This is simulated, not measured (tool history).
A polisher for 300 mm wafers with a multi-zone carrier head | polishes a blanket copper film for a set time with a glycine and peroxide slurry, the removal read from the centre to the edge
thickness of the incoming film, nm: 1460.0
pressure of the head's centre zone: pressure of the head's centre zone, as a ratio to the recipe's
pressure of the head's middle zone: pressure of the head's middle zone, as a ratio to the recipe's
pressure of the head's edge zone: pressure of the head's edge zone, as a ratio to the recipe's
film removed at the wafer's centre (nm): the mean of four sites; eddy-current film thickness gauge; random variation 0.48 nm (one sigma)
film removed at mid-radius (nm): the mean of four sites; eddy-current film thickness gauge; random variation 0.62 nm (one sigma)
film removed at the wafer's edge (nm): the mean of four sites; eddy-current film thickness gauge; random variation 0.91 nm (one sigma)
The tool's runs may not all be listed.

run	day	flow of slurry (ml/min)	pressure of the head's centre zone	pressure of the head's middle zone	pressure of the head's edge zone	polishing time (s)	film removed at the wafer's centre (nm)	film removed at mid-radius (nm)	film removed at the wafer's edge (nm)
1	0	185	1	1	1	35	114.53	112.52	107.81
2	0.1	185	1	1.04	1	35	114.41	115.24	110.71
3	0.296	180	0.98	1.03	1	34	107.78	110.54	106.6
4	0.496	180	0.98	1.03	0.96	34	107.8	110.34	105.02
5	0.8	180	0.98	1.03	1.02	34	107.46	109.52	106.06
6	1.15	180	0.98	1.03	1.06	34	107.34	110.16	109.18
7	1.317	175	0.96	1.02	1.04	33	102.6	106.77	104.64
8	1.6	170	0.94	1.01	1.03	32	96.653	102.22	101.26
9	1.638	165	0.93	1	1.01	31	92.49	95.808	96.386
10	1.829	160	0.92	1.01	0.99	30	88.981	92.558	93.5
11	2.112	160	0.91	1.02	0.98	29	83.387	92.697	90.074
12	2.271	155	0.9	1.01	0.97	29	82.561	90.74	89.205
13	2.421	125	0.81	1	0.9	26	62.315	75.76	74.457

Forecast run 14:
14	2.738	130	0.81	1	0.9	26	?	?	?

{"run 14": {"film removed at the wafer's centre (nm)": 62.991, "film removed at mid-radius (nm)": 78.109, "film removed at the wafer's edge (nm)": 73.941}}

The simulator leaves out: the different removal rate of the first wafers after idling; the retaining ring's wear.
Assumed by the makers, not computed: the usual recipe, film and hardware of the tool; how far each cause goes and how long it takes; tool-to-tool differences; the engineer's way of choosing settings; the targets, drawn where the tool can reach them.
